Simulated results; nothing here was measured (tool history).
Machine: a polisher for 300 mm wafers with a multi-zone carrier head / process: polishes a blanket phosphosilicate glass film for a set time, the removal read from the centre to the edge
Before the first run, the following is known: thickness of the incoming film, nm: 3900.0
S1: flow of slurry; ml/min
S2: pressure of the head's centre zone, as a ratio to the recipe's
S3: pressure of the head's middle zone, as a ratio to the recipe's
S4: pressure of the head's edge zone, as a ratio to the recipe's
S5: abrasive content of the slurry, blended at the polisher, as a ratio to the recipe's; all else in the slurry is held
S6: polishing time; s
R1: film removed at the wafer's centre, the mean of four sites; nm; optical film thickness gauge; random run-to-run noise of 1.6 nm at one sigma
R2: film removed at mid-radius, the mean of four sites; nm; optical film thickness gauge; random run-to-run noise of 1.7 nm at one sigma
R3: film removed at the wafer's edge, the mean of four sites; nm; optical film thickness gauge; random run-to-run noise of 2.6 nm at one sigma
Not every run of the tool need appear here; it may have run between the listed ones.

run 1 hour=0.0 | S1=210 S2=1.00 S3=1.00 S4=1.00 S5=1.00 S6=39 | R1=234.61 R2=232.63 R3=225.77
run 2 hour=7.3 | S1=205 S2=1.02 S3=0.97 S4=0.95 S5=0.90 S6=39 | R1=227.15 R2=216.71 R3=210.09
run 3 hour=10.3 | S1=155 S2=1.02 S3=0.97 S4=0.95 S5=0.90 S6=39 | R1=210.95 R2=203.01 R3=205.36
run 4 hour=17.6 | S1=165 S2=1.05 S3=0.95 S4=0.91 S5=0.80 S6=39 | R1=209.91 R2=194.84 R3=188.30
run 5 hour=21.6 | S1=160 S2=1.07 S3=0.93 S4=0.89 S5=0.80 S6=39 | R1=213.07 R2=185.72 R3=184.69
run 6 hour=25.8 | S1=160 S2=0.99 S3=0.93 S4=0.89 S5=0.80 S6=39 | R1=196.81 R2=190.94 R3=194.46
run 7 hour=30.4 | S1=165 S2=1.02 S3=0.92 S4=0.88 S5=0.75 S6=39 | R1=199.92 R2=181.20 R3=176.82
run 8 hour=36.9 | S1=190 S2=1.06 S3=0.90 S4=0.89 S5=0.75 S6=39 | R1=207.34 R2=183.29 R3=183.64
run 9 hour=39.0 | S1=190 S2=1.07 S3=0.90 S4=0.87 S5=0.75 S6=39 | R1=213.06 R2=182.79 R3=183.77

Run 10, settings as shown, results not yet in. Your forecast:
run 10 hour=40.9 | S1=185 S2=1.08 S3=0.91 S4=0.86 S5=0.75 S6=39 | R1=? R2=? R3=?

{"run 10": {"R1": 211.98, "R2": 180.32, "R3": 180.84}}
